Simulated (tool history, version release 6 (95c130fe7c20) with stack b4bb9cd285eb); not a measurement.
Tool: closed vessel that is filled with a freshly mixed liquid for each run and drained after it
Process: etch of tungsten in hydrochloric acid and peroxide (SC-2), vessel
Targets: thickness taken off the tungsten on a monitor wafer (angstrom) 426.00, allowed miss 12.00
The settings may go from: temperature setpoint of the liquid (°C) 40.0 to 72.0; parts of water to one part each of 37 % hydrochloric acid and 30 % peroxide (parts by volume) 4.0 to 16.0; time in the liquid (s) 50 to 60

run,day,temperature setpoint of the liquid (°C),parts of water to one part each of 37 % hydrochloric acid and 30 % peroxide (parts by volume),time in the liquid (s),thickness taken off the tungsten on a monitor wafer (angstrom)
1,0.000,56.0,9.0,60,218.83
2,0.071,56.0,9.0,60,217.61
3,0.283,50.0,9.0,60,147.63
4,0.588,50.0,7.5,60,170.82
5,0.733,50.0,9.0,60,148.39
6,0.917,47.5,9.0,60,125.18
7,1.262,52.0,9.0,60,168.87
8,1.633,55.5,9.0,60,210.11

4 next moves are on the table. One of them brings every result within its allowed miss. Which?
A,2.004,48.5,9.5,60,?
B,2.004,68.0,10.0,60,?
C,2.004,51.0,11.0,50,?
D,2.004,54.5,9.5,50,?

move,thickness taken off the tungsten on a monitor wafer (angstrom)
A,127.91
B,422.45
C,111.42
D,158.44
A: further off than the last run
B: meets every target
C: further off than the last run
D: further off than the last run
The right move is B.

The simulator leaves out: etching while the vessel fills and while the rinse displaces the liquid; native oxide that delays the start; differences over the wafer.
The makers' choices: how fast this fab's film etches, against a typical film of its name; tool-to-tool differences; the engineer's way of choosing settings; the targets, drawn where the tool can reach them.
